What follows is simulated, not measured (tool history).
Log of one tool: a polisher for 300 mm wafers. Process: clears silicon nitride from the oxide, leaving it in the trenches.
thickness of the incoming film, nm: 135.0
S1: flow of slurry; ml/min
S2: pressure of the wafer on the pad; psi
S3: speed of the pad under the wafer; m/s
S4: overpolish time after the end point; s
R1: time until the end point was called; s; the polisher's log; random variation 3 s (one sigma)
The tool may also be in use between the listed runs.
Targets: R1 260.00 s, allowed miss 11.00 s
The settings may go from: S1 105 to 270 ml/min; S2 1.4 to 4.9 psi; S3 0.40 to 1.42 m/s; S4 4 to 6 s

run  hour   S1   S2    S3  S4      R1
  1   0.0  175  3.1  0.90   6  145.56
  2   7.2  175  2.6  0.90   6  174.34
  3   8.7  175  2.3  0.90   6  192.92
  4  16.0  175  2.3  0.90   4  192.88
  5  24.8  175  2.3  0.90   4  195.69
  6  32.4  175  2.1  0.90   4  211.58
  7  36.2  175  2.0  0.90   4  221.41
  8  42.2  175  1.9  0.90   4  226.67
  9  45.7  170  1.4  0.90   4  307.94
 10  48.1  185  1.4  0.90   4  299.41
 11  53.4  185  1.5  0.90   4  284.40
 12  54.4  190  1.8  0.90   4  235.41
 13  57.5  185  1.8  0.90   4  236.58
 14  59.1  180  1.8  0.90   4  242.81
 15  64.1  175  1.8  0.90   4  243.77
 16  66.9  170  1.8  0.90   4  238.54

Which of these 5 next moves meets every target?
  A  69.7  145  1.7  1.00   5   ?
  B  69.7  175  2.1  0.90   5   ?
  C  69.7  270  1.6  0.90   4   ?
  D  69.7  210  1.9  0.92   6   ?
  E  69.7  160  2.0  0.96   4   ?

move      R1
   A  238.60
   B  208.75
   C  255.24
   D  218.73
   E  208.68
A: as far off as the last run
B: further off than the last run
C: meets every target
D: further off than the last run
E: further off than the last run
The right move is C.

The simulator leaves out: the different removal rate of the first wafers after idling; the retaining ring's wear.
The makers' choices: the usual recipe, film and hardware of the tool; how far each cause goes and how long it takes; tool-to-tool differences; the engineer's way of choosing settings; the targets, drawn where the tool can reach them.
